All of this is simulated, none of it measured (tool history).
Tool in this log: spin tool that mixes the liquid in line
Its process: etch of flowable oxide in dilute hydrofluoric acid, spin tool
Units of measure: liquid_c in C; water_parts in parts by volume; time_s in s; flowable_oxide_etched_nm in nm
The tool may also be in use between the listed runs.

run  hour  liquid_c  water_parts  time_s  flowable_oxide_etched_nm
  1     0        23          125      50                    28.128
  2   1.6        23          125      50                    27.972
  3   7.6        25          115      50                    33.197
  4   9.5      26.5          110      50                    37.317
     13.5  -- hydrofluoric acid flow meter replaced
  5  13.5      24.5          110      50                    32.238
  6  21.6      24.5          110      50                    32.293
  7  29.8        26          105      50                    36.509
  8  32.6        27          100      50                    39.841

Run 9 is up next; what results do you expect?
  9  35.9        28           95      50                         ?

{"run 9": {"flowable_oxide_etched_nm": 43.886}}

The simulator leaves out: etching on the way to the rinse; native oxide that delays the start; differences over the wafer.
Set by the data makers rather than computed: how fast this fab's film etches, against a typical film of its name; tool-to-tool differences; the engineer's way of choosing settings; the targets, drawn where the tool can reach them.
